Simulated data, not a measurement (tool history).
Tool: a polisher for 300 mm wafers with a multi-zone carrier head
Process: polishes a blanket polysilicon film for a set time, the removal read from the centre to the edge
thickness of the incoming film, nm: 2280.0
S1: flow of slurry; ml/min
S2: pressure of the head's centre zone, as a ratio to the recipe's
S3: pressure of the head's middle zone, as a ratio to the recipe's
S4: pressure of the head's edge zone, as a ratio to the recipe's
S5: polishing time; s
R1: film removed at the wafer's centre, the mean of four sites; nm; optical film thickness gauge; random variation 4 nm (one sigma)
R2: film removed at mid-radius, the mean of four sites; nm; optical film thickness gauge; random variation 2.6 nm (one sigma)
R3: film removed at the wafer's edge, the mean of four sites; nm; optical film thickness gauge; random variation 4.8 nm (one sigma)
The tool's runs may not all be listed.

run  hour   S1    S2    S3    S4  S5      R1      R2      R3
  1     0  130     1     1     1  37  445.06   441.3  447.61
  2   0.7  130     1     1     1  29  344.45   346.6  347.82
  3   8.3  140  0.97  1.03     1  29  340.21  355.91  349.97
  4  14.6  145  0.95  1.07  1.01  29  339.63  372.54  354.29
  5  23.1  150  0.93  1.09  1.01  29  337.67  379.68  341.76
  6  28.7  150  0.91   1.1  1.04  29  325.25  383.59  358.87

Forecast run 7:
  7  33.1  150  0.9  1.11  1.04  29   ?   ?   ?

Run 7 gave R1 318.53 nm, R2 383.24 nm, R3 350.17 nm.
